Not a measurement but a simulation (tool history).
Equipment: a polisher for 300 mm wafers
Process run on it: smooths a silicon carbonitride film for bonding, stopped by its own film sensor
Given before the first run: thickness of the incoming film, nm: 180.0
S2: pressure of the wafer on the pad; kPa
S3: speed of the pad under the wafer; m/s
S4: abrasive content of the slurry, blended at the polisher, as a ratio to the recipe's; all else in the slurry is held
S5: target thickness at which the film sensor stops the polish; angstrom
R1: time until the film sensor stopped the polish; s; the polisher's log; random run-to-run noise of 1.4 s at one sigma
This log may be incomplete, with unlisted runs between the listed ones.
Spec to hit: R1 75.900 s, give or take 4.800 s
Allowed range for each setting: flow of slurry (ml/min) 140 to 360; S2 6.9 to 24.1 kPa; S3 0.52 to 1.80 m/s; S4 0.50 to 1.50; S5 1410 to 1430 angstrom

{"run": 1, "day": 0.0, "flow of slurry (ml/min)": 230, "S2": 15.2, "S3": 1.16, "S4": 1.0, "S5": 1430, "R1": 159.66}
{"run": 2, "day": 0.233, "flow of slurry (ml/min)": 205, "S2": 15.2, "S3": 1.16, "S4": 1.0, "S5": 1430, "R1": 160.62}
{"run": 3, "day": 0.433, "flow of slurry (ml/min)": 205, "S2": 15.2, "S3": 1.16, "S4": 1.0, "S5": 1410, "R1": 170.61}
{"run": 4, "day": 0.688, "flow of slurry (ml/min)": 205, "S2": 17.2, "S3": 1.24, "S4": 1.0, "S5": 1410, "R1": 135.62}
{"day": 0.821, "done": "worn pad replaced by a new one"}
{"run": 5, "day": 0.821, "flow of slurry (ml/min)": 205, "S2": 18.6, "S3": 1.26, "S4": 1.0, "S5": 1410, "R1": 118.34}
{"run": 6, "day": 0.842, "flow of slurry (ml/min)": 205, "S2": 20.0, "S3": 1.28, "S4": 1.0, "S5": 1410, "R1": 101.49}
{"run": 7, "day": 1.196, "flow of slurry (ml/min)": 205, "S2": 20.7, "S3": 1.28, "S4": 1.0, "S5": 1410, "R1": 103.42}
{"run": 8, "day": 1.421, "flow of slurry (ml/min)": 205, "S2": 21.4, "S3": 1.3, "S4": 1.0, "S5": 1410, "R1": 97.757}
{"run": 9, "day": 1.675, "flow of slurry (ml/min)": 205, "S2": 22.1, "S3": 1.32, "S4": 1.0, "S5": 1410, "R1": 96.857}
{"run": 10, "day": 1.804, "flow of slurry (ml/min)": 205, "S2": 22.8, "S3": 1.36, "S4": 1.0, "S5": 1410, "R1": 88.562}
{"run": 11, "day": 1.842, "flow of slurry (ml/min)": 205, "S2": 22.8, "S3": 1.38, "S4": 1.0, "S5": 1410, "R1": 87.537}
{"run": 12, "day": 1.921, "flow of slurry (ml/min)": 205, "S2": 22.8, "S3": 1.4, "S4": 1.0, "S5": 1410, "R1": 87.365}
{"run": 13, "day": 2.154, "flow of slurry (ml/min)": 205, "S2": 22.8, "S3": 1.42, "S4": 1.0, "S5": 1410, "R1": 86.159}
{"run": 14, "day": 2.388, "flow of slurry (ml/min)": 205, "S2": 22.8, "S3": 1.44, "S4": 1.0, "S5": 1410, "R1": 83.766}
{"run": 15, "day": 2.646, "flow of slurry (ml/min)": 205, "S2": 23.4, "S3": 1.46, "S4": 1.0, "S5": 1410, "R1": 82.673}

4 next moves are on the table. One of them brings every result within its allowed miss. Which?
{"run": "A", "day": 2.904, "flow of slurry (ml/min)": 210, "S2": 22.8, "S3": 1.42, "S4": 1.05, "S5": 1410, "R1": "?"}
{"run": "B", "day": 2.904, "flow of slurry (ml/min)": 230, "S2": 17.9, "S3": 1.74, "S4": 0.85, "S5": 1420, "R1": "?"}
{"run": "C", "day": 2.904, "flow of slurry (ml/min)": 265, "S2": 23.4, "S3": 1.48, "S4": 1.05, "S5": 1410, "R1": "?"}
{"run": "D", "day": 2.904, "flow of slurry (ml/min)": 220, "S2": 22.8, "S3": 1.32, "S4": 1.0, "S5": 1410, "R1": "?"}

move=A R1=82.205
move=B R1=91.339
move=C R1=75.312
move=D R1=88.102
A: an improvement on the last run, though not all results are within tolerance
B: the biggest miss grows against the last run
C: all results land within tolerance of their targets
D: the biggest miss grows against the last run
Go with C: it meets all targets.

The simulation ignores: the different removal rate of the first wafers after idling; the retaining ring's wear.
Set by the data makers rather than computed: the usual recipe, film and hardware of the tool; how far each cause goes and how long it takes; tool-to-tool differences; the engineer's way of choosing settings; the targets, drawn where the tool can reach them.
